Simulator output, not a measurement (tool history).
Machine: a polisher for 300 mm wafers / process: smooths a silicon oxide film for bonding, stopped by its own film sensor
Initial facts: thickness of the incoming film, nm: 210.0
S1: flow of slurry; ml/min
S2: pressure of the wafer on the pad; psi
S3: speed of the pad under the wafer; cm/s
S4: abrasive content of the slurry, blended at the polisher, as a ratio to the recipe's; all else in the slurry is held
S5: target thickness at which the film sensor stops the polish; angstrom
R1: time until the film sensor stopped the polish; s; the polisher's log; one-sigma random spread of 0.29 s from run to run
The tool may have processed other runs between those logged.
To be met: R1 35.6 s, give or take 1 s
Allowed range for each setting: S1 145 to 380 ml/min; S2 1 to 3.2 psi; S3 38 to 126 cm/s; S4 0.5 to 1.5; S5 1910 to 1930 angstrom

run,day,S1,S2,S3,S4,S5,R1
1,0,245,2.1,82,1,1910,25.696
2,0.108,245,2.3,82,1,1910,23.208
3,0.167,245,2.3,82,1,1930,21.032
4,0.188,245,2.3,82,0.8,1930,22.275
5,0.229,245,1.9,82,0.8,1930,26.992
6,0.479,270,1.9,82,0.8,1930,26.813
7,0.75,265,1.7,82,0.8,1930,30.014
8,1.05,240,1.3,82,0.8,1930,39.065
9,1.3,255,1.3,82,0.8,1930,38.516
10,1.454,270,1.3,82,0.8,1930,38.665

Exactly one of the 5 candidate moves below puts every result within its allowed miss. Which one?
A,1.608,300,1.1,80,1.2,1910,?
B,1.608,375,1.2,84,0.7,1930,?
C,1.608,345,1.4,68,0.95,1930,?
D,1.608,260,1.4,90,0.8,1930,?
E,1.608,225,1.3,90,0.9,1930,?

move,R1
A,44.933
B,41.624
C,38.412
D,33.796
E,35.54
A: the biggest miss grows against the last run
B: the biggest miss grows against the last run
C: closer than the last run, but not yet in spec
D: the result that was furthest off in the last run now lies on the other side of its target
E: meets every target
The move that meets every target is E.

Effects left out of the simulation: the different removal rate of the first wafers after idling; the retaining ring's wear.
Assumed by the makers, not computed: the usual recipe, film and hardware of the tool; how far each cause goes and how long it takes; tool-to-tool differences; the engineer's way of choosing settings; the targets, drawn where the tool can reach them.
